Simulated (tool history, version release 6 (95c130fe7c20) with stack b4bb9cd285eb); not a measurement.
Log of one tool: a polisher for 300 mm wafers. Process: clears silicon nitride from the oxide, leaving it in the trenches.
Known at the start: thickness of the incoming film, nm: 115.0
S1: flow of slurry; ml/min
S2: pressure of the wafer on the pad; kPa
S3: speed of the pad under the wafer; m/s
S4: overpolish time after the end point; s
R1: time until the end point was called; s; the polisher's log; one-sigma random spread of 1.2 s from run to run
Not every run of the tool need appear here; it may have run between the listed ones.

Run 1, day 0.000: S1 255 ml/min, S2 13.8 kPa, S3 1.20 m/s, S4 4 s. Result: R1 151.72 s.
Run 2, day 0.308: S1 255 ml/min, S2 11.7 kPa, S3 1.20 m/s, S4 4 s. Result: R1 175.67 s.
Run 3, day 0.612: S1 255 ml/min, S2 14.5 kPa, S3 1.20 m/s, S4 4 s. Result: R1 142.83 s.
Run 4, day 0.938: S1 255 ml/min, S2 16.5 kPa, S3 1.22 m/s, S4 4 s. Result: R1 126.81 s.
Run 5, day 1.288: S1 255 ml/min, S2 13.8 kPa, S3 1.22 m/s, S4 4 s. Result: R1 153.94 s.
Run 6, day 1.579: S1 255 ml/min, S2 13.8 kPa, S3 1.22 m/s, S4 4 s. Result: R1 154.52 s.
Run 7, day 1.658: S1 255 ml/min, S2 16.5 kPa, S3 1.24 m/s, S4 4 s. Result: R1 126.46 s.

Expected results for the next run?
Run 8, day 1.904: S1 255 ml/min, S2 17.9 kPa, S3 1.28 m/s, S4 4 s. Result: R1 ?.

{"run 8": {"R1": 114.3}}
